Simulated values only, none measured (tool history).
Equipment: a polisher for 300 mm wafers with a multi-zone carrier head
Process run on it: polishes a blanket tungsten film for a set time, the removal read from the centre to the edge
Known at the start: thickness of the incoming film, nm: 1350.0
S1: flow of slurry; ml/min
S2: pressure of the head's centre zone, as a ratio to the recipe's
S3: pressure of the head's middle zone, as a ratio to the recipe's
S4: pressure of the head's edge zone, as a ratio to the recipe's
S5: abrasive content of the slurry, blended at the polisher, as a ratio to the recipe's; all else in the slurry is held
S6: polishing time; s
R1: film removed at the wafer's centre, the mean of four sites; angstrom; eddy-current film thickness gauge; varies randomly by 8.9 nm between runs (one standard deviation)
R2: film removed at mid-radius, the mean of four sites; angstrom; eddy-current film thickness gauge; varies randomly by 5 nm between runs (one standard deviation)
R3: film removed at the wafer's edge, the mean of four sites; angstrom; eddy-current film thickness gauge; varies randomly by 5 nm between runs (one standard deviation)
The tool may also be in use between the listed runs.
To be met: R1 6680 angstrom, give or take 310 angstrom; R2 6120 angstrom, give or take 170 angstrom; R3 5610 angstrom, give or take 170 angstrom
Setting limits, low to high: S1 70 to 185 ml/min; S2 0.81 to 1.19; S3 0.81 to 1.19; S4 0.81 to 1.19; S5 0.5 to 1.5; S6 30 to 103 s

run	hour	S1	S2	S3	S4	S5	S6	R1	R2	R3
1	0	120	1	1	1	1	66	4162.3	4246.8	4039.3
2	1.3	120	1	0.92	1	1	66	4154.9	3926.9	4007
3	8	100	1	0.92	1	1	66	4019.7	3850.1	3955.5
4	16.5	100	1	0.92	0.96	1	66	4052.9	3858.2	3832
5	17.6	125	1	0.92	0.96	1	66	4117.8	3934.9	4022.4
6	26.1	125	0.94	0.92	0.96	1	66	3914.4	3954.8	4000.5
7	27.4	130	0.98	0.95	0.98	1.1	68	4394.1	4310.5	4241.9
8	35.1	160	1.08	1.05	1.08	1.35	77	5925.2	5697.3	5422.8
9	35.7	165	1.09	1.06	1.08	1.35	77	5847.7	5789.1	5441.7
10	39	165	1.11	1.06	1.07	1.4	77	6040.5	5918.4	5447.4
11	41	165	1.13	1.06	1.07	1.4	77	6245.9	5805.8	5363.7

Pick the move, out of 5, that brings all results within their allowed miss; only one does.
A	43	160	1.19	1.1	1.03	1.3	78	?	?	?
B	43	145	1.07	0.9	1.07	1.15	86	?	?	?
C	43	155	1.15	1.06	1.04	1.3	82	?	?	?
D	43	175	1.08	1.05	1	1.35	78	?	?	?
E	43	175	1.02	1.17	0.98	1.45	76	?	?	?

move	R1	R2	R3
A	6581.8	5975	5348.4
B	6234	5338.5	5802.6
C	6649.7	6060	5634.4
D	6103.1	5867.2	5368.7
E	5711.7	6378.6	5257.8
A: corrects the largest miss of the last run, while another result sits out of spec
B: lands further from the targets than the last run did
C: every result lands within tolerance
D: no nearer and no further than the last run
E: takes the biggest miss from the last run beyond its target
The right move is C.
